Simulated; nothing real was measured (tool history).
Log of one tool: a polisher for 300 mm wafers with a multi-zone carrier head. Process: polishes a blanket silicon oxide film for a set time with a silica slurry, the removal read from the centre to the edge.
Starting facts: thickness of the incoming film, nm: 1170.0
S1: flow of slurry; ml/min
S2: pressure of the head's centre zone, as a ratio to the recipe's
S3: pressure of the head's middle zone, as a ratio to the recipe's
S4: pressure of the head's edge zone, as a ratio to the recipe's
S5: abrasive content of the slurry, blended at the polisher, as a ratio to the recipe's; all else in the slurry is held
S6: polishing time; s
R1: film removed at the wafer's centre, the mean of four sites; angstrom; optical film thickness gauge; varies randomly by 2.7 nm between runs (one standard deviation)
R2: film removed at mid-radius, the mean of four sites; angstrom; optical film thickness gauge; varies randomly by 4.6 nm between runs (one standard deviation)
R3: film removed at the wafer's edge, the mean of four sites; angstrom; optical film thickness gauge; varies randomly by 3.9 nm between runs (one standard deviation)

run,hour,S1,S2,S3,S4,S5,S6,R1,R2,R3
1,0.0,245,1.00,1.00,1.00,1.00,79,3823.9,3725.6,3815.3
2,3.4,245,1.00,1.00,1.04,1.00,79,3815.1,3785.0,3818.7
3,8.1,245,1.00,0.95,1.04,1.00,79,3811.1,3632.2,3796.8
4,13.3,240,0.98,0.94,1.05,1.05,80,3856.8,3722.8,3916.4
5,19.9,280,0.98,0.94,1.05,1.05,80,3913.4,3813.4,4064.4
6,27.8,290,0.97,0.94,1.06,1.10,80,3934.7,3906.9,4103.9
7,32.7,300,0.96,0.93,1.08,1.15,80,4008.0,3893.8,4271.3
8,35.9,315,0.90,1.03,1.18,1.40,81,4075.8,4644.1,4649.6

What does the tool deliver on the next run?
9,44.3,315,0.90,1.02,1.18,1.40,82,?,?,?

{"run 9": {"R1": 4118.2, "R2": 4563.4, "R3": 4704.5}}
